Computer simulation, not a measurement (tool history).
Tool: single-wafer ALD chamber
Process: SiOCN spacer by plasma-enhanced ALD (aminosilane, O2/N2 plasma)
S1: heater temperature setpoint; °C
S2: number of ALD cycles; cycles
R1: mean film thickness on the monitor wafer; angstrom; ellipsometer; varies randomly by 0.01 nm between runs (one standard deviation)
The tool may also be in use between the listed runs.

run 1 hour=0.0 | S1=420 S2=40 | R1=21.487
run 2 hour=8.4 | S1=418 S2=41 | R1=22.169
run 3 hour=16.4 | S1=425 S2=41 | R1=21.609
run 4 hour=23.8 | S1=425 S2=44 | R1=23.250
run 5 hour=24.6 | S1=417 S2=44 | R1=23.675
run 6 hour=28.2 | S1=417 S2=42 | R1=22.749
run 7 hour=30.9 | S1=416 S2=43 | R1=23.217

Estimate the outcome of run 8 from the log above:
run 8 hour=39.5 | S1=415 S2=44 | R1=?

R1: 23.796 angstrom
